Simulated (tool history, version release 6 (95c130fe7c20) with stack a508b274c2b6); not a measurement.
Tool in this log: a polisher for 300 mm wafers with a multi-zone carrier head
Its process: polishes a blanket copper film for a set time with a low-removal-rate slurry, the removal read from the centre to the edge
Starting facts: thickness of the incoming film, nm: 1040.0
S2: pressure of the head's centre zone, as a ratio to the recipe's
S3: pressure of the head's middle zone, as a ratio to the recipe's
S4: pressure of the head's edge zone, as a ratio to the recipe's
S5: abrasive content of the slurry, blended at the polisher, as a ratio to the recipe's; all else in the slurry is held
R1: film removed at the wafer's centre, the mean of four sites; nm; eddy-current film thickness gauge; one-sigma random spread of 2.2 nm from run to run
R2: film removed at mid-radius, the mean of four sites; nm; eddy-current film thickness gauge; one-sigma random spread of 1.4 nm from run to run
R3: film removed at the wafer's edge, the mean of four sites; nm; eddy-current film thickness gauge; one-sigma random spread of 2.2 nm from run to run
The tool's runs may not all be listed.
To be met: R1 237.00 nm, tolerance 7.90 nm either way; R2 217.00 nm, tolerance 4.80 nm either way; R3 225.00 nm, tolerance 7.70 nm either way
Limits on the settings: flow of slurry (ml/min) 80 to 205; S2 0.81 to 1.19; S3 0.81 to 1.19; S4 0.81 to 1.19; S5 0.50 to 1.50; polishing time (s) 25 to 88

Run 1, hour 0.0: flow of slurry (ml/min) 135, S2 1.00, S3 1.00, S4 1.00, S5 1.00, polishing time (s) 56. Result: R1 255.04 nm, R2 252.68 nm, R3 246.53 nm.
Run 2, hour 2.1: flow of slurry (ml/min) 130, S2 1.00, S3 0.99, S4 0.99, S5 1.00, polishing time (s) 56. Result: R1 253.24 nm, R2 245.32 nm, R3 241.18 nm.
Run 3, hour 5.1: flow of slurry (ml/min) 130, S2 1.00, S3 0.99, S4 0.91, S5 1.00, polishing time (s) 56. Result: R1 253.43 nm, R2 246.09 nm, R3 231.80 nm.
Run 4, hour 6.0: flow of slurry (ml/min) 125, S2 1.00, S3 0.98, S4 0.92, S5 1.00, polishing time (s) 56. Result: R1 245.80 nm, R2 241.67 nm, R3 234.86 nm.
Run 5, hour 14.8: flow of slurry (ml/min) 120, S2 1.01, S3 0.97, S4 0.91, S5 1.00, polishing time (s) 56. Result: R1 244.80 nm, R2 238.04 nm, R3 236.10 nm.
Run 6, hour 18.8: flow of slurry (ml/min) 120, S2 1.01, S3 0.97, S4 0.94, S5 1.00, polishing time (s) 56. Result: R1 251.35 nm, R2 240.06 nm, R3 237.40 nm.
Run 7, hour 27.3: flow of slurry (ml/min) 115, S2 1.01, S3 0.96, S4 0.93, S5 1.00, polishing time (s) 56. Result: R1 244.31 nm, R2 237.32 nm, R3 232.62 nm.
Run 8, hour 31.5: flow of slurry (ml/min) 110, S2 1.02, S3 0.95, S4 0.93, S5 1.00, polishing time (s) 56. Result: R1 241.13 nm, R2 230.93 nm, R3 226.16 nm.
Run 9, hour 34.1: flow of slurry (ml/min) 110, S2 1.02, S3 0.94, S4 0.94, S5 1.00, polishing time (s) 56. Result: R1 241.26 nm, R2 227.05 nm, R3 230.75 nm.
Run 10, hour 37.3: flow of slurry (ml/min) 100, S2 1.03, S3 0.93, S4 0.94, S5 1.00, polishing time (s) 56. Result: R1 236.59 nm, R2 221.15 nm, R3 226.33 nm.
Run 11, hour 42.6: flow of slurry (ml/min) 100, S2 1.03, S3 0.93, S4 0.94, S5 1.00, polishing time (s) 56. Result: R1 242.58 nm, R2 218.39 nm, R3 225.47 nm.
Run 12, hour 47.7: flow of slurry (ml/min) 100, S2 1.02, S3 0.93, S4 0.94, S5 1.00, polishing time (s) 56. Result: R1 236.42 nm, R2 223.81 nm, R3 228.00 nm.

Consider the 5 candidate settings below. Which is the only one whose results all fall within their allowed miss of target?
Run A, hour 52.8: flow of slurry (ml/min) 135, S2 0.99, S3 0.95, S4 0.93, S5 0.85, polishing time (s) 56. Result: R1 ?, R2 ?, R3 ?.
Run B, hour 52.8: flow of slurry (ml/min) 95, S2 1.02, S3 1.08, S4 0.85, S5 1.00, polishing time (s) 55. Result: R1 ?, R2 ?, R3 ?.
Run C, hour 52.8: flow of slurry (ml/min) 100, S2 0.97, S3 0.98, S4 0.91, S5 1.05, polishing time (s) 57. Result: R1 ?, R2 ?, R3 ?.
Run D, hour 52.8: flow of slurry (ml/min) 100, S2 1.01, S3 0.99, S4 1.03, S5 0.95, polishing time (s) 57. Result: R1 ?, R2 ?, R3 ?.
Run E, hour 52.8: flow of slurry (ml/min) 95, S2 1.04, S3 0.93, S4 0.95, S5 1.10, polishing time (s) 54. Result: R1 ?, R2 ?, R3 ?.

move      R1      R2      R3
   A  239.69  231.71  228.71
   B  229.35  236.89  214.81
   C  232.49  236.47  232.26
   D  236.03  231.94  234.91
   E  235.10  215.92  223.41
A: moves away from the targets compared with the last run
B: moves away from the targets compared with the last run
C: moves away from the targets compared with the last run
D: moves away from the targets compared with the last run
E: all results in spec
Go with E: it meets all targets.
